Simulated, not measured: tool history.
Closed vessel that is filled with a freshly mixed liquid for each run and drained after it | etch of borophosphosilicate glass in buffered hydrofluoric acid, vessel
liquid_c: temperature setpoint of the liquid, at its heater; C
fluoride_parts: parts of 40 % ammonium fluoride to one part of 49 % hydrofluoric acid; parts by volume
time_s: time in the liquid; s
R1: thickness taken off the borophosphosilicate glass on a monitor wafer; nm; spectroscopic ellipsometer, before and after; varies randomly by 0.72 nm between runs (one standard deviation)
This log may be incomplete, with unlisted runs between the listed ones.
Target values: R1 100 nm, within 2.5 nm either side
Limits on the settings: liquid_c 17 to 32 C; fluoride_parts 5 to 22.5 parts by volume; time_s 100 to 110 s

{"run": 1, "hour": 0.0, "liquid_c": 24, "fluoride_parts": 13.5, "time_s": 100, "R1": 153.83}
{"run": 2, "hour": 1.5, "liquid_c": 23, "fluoride_parts": 13.5, "time_s": 100, "R1": 144.3}
{"run": 3, "hour": 10.5, "liquid_c": 23, "fluoride_parts": 11.5, "time_s": 100, "R1": 169.26}
{"run": 4, "hour": 11.0, "liquid_c": 23, "fluoride_parts": 14.5, "time_s": 100, "R1": 136.28}
{"run": 5, "hour": 15.7, "liquid_c": 22, "fluoride_parts": 14.5, "time_s": 100, "R1": 127.6}
{"hour": 22.7, "done": "thermometer replaced"}
{"run": 6, "hour": 22.7, "liquid_c": 25, "fluoride_parts": 14.5, "time_s": 100, "R1": 143.22}
{"run": 7, "hour": 30.5, "liquid_c": 21, "fluoride_parts": 15.5, "time_s": 100, "R1": 105.56}
{"run": 8, "hour": 35.9, "liquid_c": 20.5, "fluoride_parts": 15.5, "time_s": 100, "R1": 104.46}

5 candidate next runs follow, results not yet known. Just one meets every target within its allowed miss. Identify it.
{"run": "A", "hour": 41.3, "liquid_c": 17, "fluoride_parts": 14.5, "time_s": 110, "R1": "?"}
{"run": "B", "hour": 41.3, "liquid_c": 21.5, "fluoride_parts": 16.5, "time_s": 105, "R1": "?"}
{"run": "C", "hour": 41.3, "liquid_c": 23, "fluoride_parts": 17.5, "time_s": 100, "R1": "?"}
{"run": "D", "hour": 41.3, "liquid_c": 20.5, "fluoride_parts": 15, "time_s": 100, "R1": "?"}
{"run": "E", "hour": 41.3, "liquid_c": 22.5, "fluoride_parts": 17.5, "time_s": 105, "R1": "?"}

move=A R1=100.34
move=B R1=108.29
move=C R1=105.62
move=D R1=107.25
move=E R1=107.92
A: meets every target
B: misses by more than the last run did
C: misses by more than the last run did
D: misses by more than the last run did
E: misses by more than the last run did
So the answer is move A, the one that meets all the targets.
